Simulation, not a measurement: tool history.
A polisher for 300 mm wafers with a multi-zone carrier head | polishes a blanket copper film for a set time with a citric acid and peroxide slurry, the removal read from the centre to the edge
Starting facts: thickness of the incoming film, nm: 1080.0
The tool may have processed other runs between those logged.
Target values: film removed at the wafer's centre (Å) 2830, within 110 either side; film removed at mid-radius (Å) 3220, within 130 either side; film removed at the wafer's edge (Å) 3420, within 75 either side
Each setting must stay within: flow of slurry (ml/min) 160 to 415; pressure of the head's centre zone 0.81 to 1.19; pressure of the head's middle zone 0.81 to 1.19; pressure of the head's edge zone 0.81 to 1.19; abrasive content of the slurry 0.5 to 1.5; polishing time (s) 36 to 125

run	hour	flow of slurry (ml/min)	pressure of the head's centre zone	pressure of the head's middle zone	pressure of the head's edge zone	abrasive content of the slurry	polishing time (s)	film removed at the wafer's centre (Å)	film removed at mid-radius (Å)	film removed at the wafer's edge (Å)
1	0	265	1	1	1	1	80	2131.5	2091.1	2160.7
2	6.3	270	0.98	1.01	1.03	1.1	84	2199.6	2255	2330.8
3	13.6	270	0.98	1.01	0.96	1.1	84	2214.7	2277.1	2227.4
4	14.3	270	0.97	1.02	1	1.2	88	2382.9	2537.4	2426.6
5	20.7	275	0.95	1.01	1.04	1.25	91	2419.1	2548.7	2602.3
6	24.1	275	0.95	1.01	0.99	1.25	91	2416.6	2611.3	2560
7	25.3	285	0.94	1.01	1.03	1.3	94	2563.2	2676.6	2741.8
8	28.9	290	0.92	1.03	1.06	1.35	96	2590.4	2845.6	2838.3

Next run, 4 choices. One meets every target within its allowed miss, the rest don't. Which?
A	32.5	285	0.88	1.03	1.05	1.45	107	?	?	?
B	32.5	305	0.81	0.95	1.02	1.3	118	?	?	?
C	32.5	315	0.88	1.01	1.13	1.3	118	?	?	?
D	32.5	245	0.81	1.08	1.11	1.3	119	?	?	?

move	film removed at the wafer's centre (Å)	film removed at mid-radius (Å)	film removed at the wafer's edge (Å)
A	2822	3093.5	3223.7
B	2850.7	3150.4	3426.2
C	3050.6	3295.2	3609.4
D	2831.6	3432	3559.5
A: gains on the last run, yet a result remains outside its allowed miss
B: every result lands within tolerance
C: carries the result that was furthest off beyond its target, to the other side
D: carries the result that was furthest off beyond its target, to the other side
The right move is B.

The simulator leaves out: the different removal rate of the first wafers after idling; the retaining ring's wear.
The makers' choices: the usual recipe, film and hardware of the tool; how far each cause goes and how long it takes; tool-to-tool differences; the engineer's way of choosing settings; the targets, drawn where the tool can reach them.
